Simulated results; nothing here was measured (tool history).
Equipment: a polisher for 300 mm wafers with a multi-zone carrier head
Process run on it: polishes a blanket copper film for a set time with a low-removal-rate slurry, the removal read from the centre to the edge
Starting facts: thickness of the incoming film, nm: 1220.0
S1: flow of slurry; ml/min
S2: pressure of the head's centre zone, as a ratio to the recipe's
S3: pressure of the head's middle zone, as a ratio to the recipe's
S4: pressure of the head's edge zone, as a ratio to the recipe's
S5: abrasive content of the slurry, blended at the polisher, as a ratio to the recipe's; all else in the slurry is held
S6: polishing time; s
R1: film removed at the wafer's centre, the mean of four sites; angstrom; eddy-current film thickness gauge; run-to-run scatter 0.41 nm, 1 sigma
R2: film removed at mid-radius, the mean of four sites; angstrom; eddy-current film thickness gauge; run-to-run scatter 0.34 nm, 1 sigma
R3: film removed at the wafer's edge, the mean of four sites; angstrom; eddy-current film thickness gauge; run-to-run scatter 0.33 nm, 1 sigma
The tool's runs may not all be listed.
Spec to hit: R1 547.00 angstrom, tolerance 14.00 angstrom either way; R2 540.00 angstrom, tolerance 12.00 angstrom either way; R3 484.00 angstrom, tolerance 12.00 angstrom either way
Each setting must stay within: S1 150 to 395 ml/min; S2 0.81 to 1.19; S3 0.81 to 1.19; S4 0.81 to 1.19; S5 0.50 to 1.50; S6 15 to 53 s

Run 1, hour 0.0: S1 250 ml/min, S2 1.00, S3 1.00, S4 1.00, S5 1.00, S6 34 s. Result: R1 934.58 angstrom, R2 914.06 angstrom, R3 888.95 angstrom.
Run 2, hour 5.4: S1 250 ml/min, S2 1.00, S3 1.00, S4 1.00, S5 1.20, S6 34 s. Result: R1 1001.20 angstrom, R2 957.96 angstrom, R3 951.25 angstrom.
Run 3, hour 8.4: S1 250 ml/min, S2 1.00, S3 1.06, S4 1.00, S5 1.20, S6 34 s. Result: R1 981.11 angstrom, R2 1008.40 angstrom, R3 951.41 angstrom.
Run 4, hour 11.7: S1 245 ml/min, S2 0.99, S3 1.03, S4 0.95, S5 1.00, S6 31 s. Result: R1 844.74 angstrom, R2 848.60 angstrom, R3 801.21 angstrom.
Run 5, hour 12.4: S1 245 ml/min, S2 0.99, S3 1.03, S4 0.95, S5 1.20, S6 31 s. Result: R1 882.95 angstrom, R2 895.30 angstrom, R3 854.96 angstrom.
Run 6, hour 13.1: S1 190 ml/min, S2 0.99, S3 1.03, S4 0.95, S5 1.20, S6 31 s. Result: R1 846.68 angstrom, R2 860.41 angstrom, R3 821.01 angstrom.
Run 7, hour 17.2: S1 185 ml/min, S2 1.00, S3 1.02, S4 0.92, S5 1.00, S6 29 s. Result: R1 757.60 angstrom, R2 769.74 angstrom, R3 714.73 angstrom.
Run 8, hour 24.7: S1 180 ml/min, S2 1.00, S3 1.00, S4 0.89, S5 0.85, S6 27 s. Result: R1 666.46 angstrom, R2 664.03 angstrom, R3 629.43 angstrom.
Run 9, hour 26.7: S1 180 ml/min, S2 1.01, S3 1.01, S4 0.87, S5 0.75, S6 26 s. Result: R1 623.74 angstrom, R2 623.08 angstrom, R3 573.24 angstrom.
Run 10, hour 28.0: S1 185 ml/min, S2 1.01, S3 0.99, S4 0.81, S5 0.50, S6 24 s. Result: R1 504.82 angstrom, R2 493.04 angstrom, R3 457.15 angstrom.

Exercise: of the 4 proposed moves below, exactly one satisfies all targets within the stated allowed misses. Which move is it?
Run A, hour 29.3: S1 235 ml/min, S2 0.99, S3 1.00, S4 0.81, S5 0.50, S6 25 s. Result: R1 ?, R2 ?, R3 ?.
Run B, hour 29.3: S1 185 ml/min, S2 0.98, S3 1.04, S4 0.85, S5 0.50, S6 25 s. Result: R1 ?, R2 ?, R3 ?.
Run C, hour 29.3: S1 185 ml/min, S2 1.00, S3 0.92, S4 0.81, S5 0.50, S6 23 s. Result: R1 ?, R2 ?, R3 ?.
Run D, hour 29.3: S1 180 ml/min, S2 0.87, S3 0.97, S4 0.86, S5 0.55, S6 26 s. Result: R1 ?, R2 ?, R3 ?.

move      R1      R2      R3
   A  548.62  547.33  480.89
   B  522.69  545.33  477.66
   C  487.69  452.53  430.90
   D  512.16  550.01  514.59
A: meets every target
B: the worst result of the last run now meets its target, but another is out of spec
C: further off than the last run
D: the worst result of the last run now meets its target, but another is out of spec
The right move is A.
